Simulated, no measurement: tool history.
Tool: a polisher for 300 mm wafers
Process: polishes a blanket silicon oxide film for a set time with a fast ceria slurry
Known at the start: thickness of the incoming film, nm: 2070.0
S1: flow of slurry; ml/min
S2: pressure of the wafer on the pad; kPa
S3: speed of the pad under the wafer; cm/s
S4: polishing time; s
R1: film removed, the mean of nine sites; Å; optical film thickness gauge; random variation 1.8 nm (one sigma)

Run 1, day 0.000: S1 175 ml/min, S2 21.4 kPa, S3 88 cm/s, S4 32 s. Result: R1 4295.0 Å.
Run 2, day 0.292: S1 165 ml/min, S2 18.6 kPa, S3 88 cm/s, S4 32 s. Result: R1 3696.8 Å.
Run 3, day 0.379: S1 155 ml/min, S2 17.2 kPa, S3 88 cm/s, S4 32 s. Result: R1 3430.2 Å.
Run 4, day 0.483: S1 155 ml/min, S2 17.2 kPa, S3 102 cm/s, S4 32 s. Result: R1 3957.6 Å.
Run 5, day 0.775: S1 145 ml/min, S2 15.2 kPa, S3 102 cm/s, S4 32 s. Result: R1 3457.1 Å.
Run 6, day 1.142: S1 145 ml/min, S2 15.2 kPa, S3 102 cm/s, S4 32 s. Result: R1 3442.1 Å.
Run 7, day 1.488: S1 145 ml/min, S2 15.2 kPa, S3 102 cm/s, S4 32 s. Result: R1 3421.8 Å.
Run 8, day 1.562: S1 135 ml/min, S2 14.5 kPa, S3 102 cm/s, S4 32 s. Result: R1 3233.9 Å.
Run 9, day 1.883: S1 125 ml/min, S2 13.8 kPa, S3 102 cm/s, S4 32 s. Result: R1 3082.0 Å.

The next listed run, before its measurement:
Run 10, day 2.208: S1 120 ml/min, S2 13.1 kPa, S3 102 cm/s, S4 32 s. Result: R1 ?.

Run 10 gave R1 2867.7 Å.

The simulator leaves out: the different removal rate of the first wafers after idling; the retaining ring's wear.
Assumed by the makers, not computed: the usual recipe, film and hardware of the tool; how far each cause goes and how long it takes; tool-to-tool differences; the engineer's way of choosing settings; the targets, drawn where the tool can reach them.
